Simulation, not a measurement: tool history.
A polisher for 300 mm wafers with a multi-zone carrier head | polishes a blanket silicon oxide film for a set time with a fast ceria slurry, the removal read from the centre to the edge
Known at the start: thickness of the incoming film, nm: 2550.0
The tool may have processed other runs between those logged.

| run | hour | flow of slurry (ml/min) | pressure of the head's centre zone | pressure of the head's middle zone | pressure of the head's edge zone | polishing time (s) | film removed at the wafer's centre (nm) | film removed at mid-radius (nm) | film removed at the wafer's edge (nm) |
|---|---|---|---|---|---|---|---|---|---|
| 1 | 0 | 165 | 1 | 1 | 1 | 48 | 594.15 | 611.19 | 574.38 |
| 2 | 8.2 | 165 | 1 | 1.03 | 1 | 48 | 594.08 | 627.23 | 578.81 |
| 3 | 12.9 | 175 | 1.02 | 1 | 1.04 | 48 | 605.36 | 624.16 | 598.28 |
| 4 | 21.3 | 180 | 1.05 | 0.97 | 1.06 | 48 | 630.24 | 605.69 | 603.65 |
| 5 | 24.3 | 190 | 1.07 | 0.96 | 1.08 | 48 | 657.86 | 614.09 | 610.39 |
| 6 | 25.3 | 190 | 1.07 | 0.96 | 1.16 | 48 | 661.01 | 594.33 | 638.09 |
| 7 | 31.3 | 195 | 1.07 | 0.96 | 1.16 | 48 | 654.53 | 601.69 | 633.14 |
| 8 | 40 | 200 | 1.08 | 0.96 | 1.17 | 48 | 668.35 | 609.14 | 635.82 |

What does the tool deliver on the next run?
| 9 | 43.5 | 200 | 1.08 | 0.95 | 1.17 | 48 | ? | ? | ? |

{"run 9": {"film removed at the wafer's centre (nm)": 665.13, "film removed at mid-radius (nm)": 594.03, "film removed at the wafer's edge (nm)": 647.87}}
